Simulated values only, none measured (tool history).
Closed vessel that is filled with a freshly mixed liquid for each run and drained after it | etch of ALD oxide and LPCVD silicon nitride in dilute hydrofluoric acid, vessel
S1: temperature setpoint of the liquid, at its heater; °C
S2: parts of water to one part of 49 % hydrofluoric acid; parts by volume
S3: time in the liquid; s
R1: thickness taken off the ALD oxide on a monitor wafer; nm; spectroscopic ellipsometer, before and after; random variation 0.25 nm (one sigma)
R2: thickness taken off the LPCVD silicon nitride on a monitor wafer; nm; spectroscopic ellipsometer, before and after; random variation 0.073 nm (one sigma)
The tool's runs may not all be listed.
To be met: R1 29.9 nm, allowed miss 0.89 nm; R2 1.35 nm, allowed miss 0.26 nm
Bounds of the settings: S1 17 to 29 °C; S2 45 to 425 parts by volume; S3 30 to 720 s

run 1 hour=0 | S1=21 S2=235 S3=370 | R1=11.148 R2=0.63657
run 2 hour=3.8 | S1=21 S2=235 S3=245 | R1=7.4722 R2=0.43096
run 3 hour=7.9 | S1=21 S2=235 S3=95 | R1=2.8768 R2=0.16654
run 4 hour=10.4 | S1=17.5 S2=235 S3=95 | R1=2.5095 R2=0.13089
run 5 hour=11.6 | S1=17.5 S2=235 S3=155 | R1=4.078 R2=0.21138
run 6 hour=18.7 | S1=17 S2=235 S3=155 | R1=3.9647 R2=0.20264
run 7 hour=24.6 | S1=17.5 S2=205 S3=185 | R1=5.7316 R2=0.2936
run 8 hour=26.6 | S1=17.5 S2=180 S3=200 | R1=7.2115 R2=0.376

Which of these 5 next moves meets every target?
run A hour=28.6 | S1=21 S2=105 S3=355 | R1=? R2=?
run B hour=28.6 | S1=19 S2=140 S3=535 | R1=? R2=?
run C hour=28.6 | S1=21 S2=90 S3=305 | R1=? R2=?
run D hour=28.6 | S1=17 S2=80 S3=340 | R1=? R2=?
run E hour=28.6 | S1=20 S2=120 S3=435 | R1=? R2=?

move=A R1=27.712 R2=1.361
move=B R1=27.813 R2=1.3536
move=C R1=28.259 R2=1.3597
move=D R1=30.315 R2=1.2898
move=E R1=28.06 R2=1.3681
A: nearer than the last run, and not there yet
B: nearer than the last run, and not there yet
C: nearer than the last run, and not there yet
D: meets every target
E: nearer than the last run, and not there yet
Move D is the one to make.
